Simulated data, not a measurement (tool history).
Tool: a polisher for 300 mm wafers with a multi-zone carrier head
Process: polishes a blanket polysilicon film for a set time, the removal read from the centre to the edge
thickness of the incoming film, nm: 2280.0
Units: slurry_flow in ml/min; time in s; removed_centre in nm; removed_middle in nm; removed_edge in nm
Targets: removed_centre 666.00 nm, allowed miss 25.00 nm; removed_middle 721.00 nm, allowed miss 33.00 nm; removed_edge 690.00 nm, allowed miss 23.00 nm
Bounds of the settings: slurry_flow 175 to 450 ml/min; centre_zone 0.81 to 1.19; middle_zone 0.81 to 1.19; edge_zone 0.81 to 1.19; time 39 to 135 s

run	hour	slurry_flow	centre_zone	middle_zone	edge_zone	time	removed_centre	removed_middle	removed_edge
1	0.0	290	1.00	1.00	1.00	87	473.66	479.69	466.90
2	3.5	290	1.06	1.00	1.00	87	494.58	473.39	470.69
3	11.3	290	1.06	1.00	0.94	87	497.53	475.82	463.51
4	12.2	290	1.06	1.00	1.03	87	503.17	472.14	475.56
5	13.4	290	1.11	1.00	1.03	87	519.52	488.36	479.94
6	19.5	315	1.11	1.00	1.03	87	515.33	473.57	483.79
7	20.1	315	1.11	1.00	1.03	87	532.02	483.08	483.40
8	28.8	300	1.08	1.02	1.05	95	559.03	531.27	521.65
9	33.1	300	1.08	1.02	1.05	95	558.80	526.25	529.80
10	41.3	295	1.06	1.05	1.06	101	575.21	575.76	570.39
11	50.3	315	1.09	1.15	1.16	116	694.71	710.48	673.77
12	54.7	315	1.09	1.15	1.16	116	698.10	731.99	669.52

5 next moves are on the table. One of them brings every result within its allowed miss. Which?
A	59.1	310	0.88	1.15	1.19	126	?	?	?
B	59.1	335	0.90	1.15	1.15	126	?	?	?
C	59.1	315	1.01	1.10	1.12	122	?	?	?
D	59.1	345	1.02	1.19	1.16	119	?	?	?
E	59.1	320	0.89	1.07	1.19	123	?	?	?

move	removed_centre	removed_middle	removed_edge
A	607.02	774.29	742.30
B	625.31	779.21	734.85
C	676.10	722.16	701.22
D	671.88	759.25	697.51
E	600.78	712.40	726.88
A: takes the result that was furthest off past its target
B: takes the result that was furthest off past its target
C: meets every target
D: brings the result that was furthest off to its target, and leaves another outside
E: takes the result that was furthest off past its target
The right move is C.
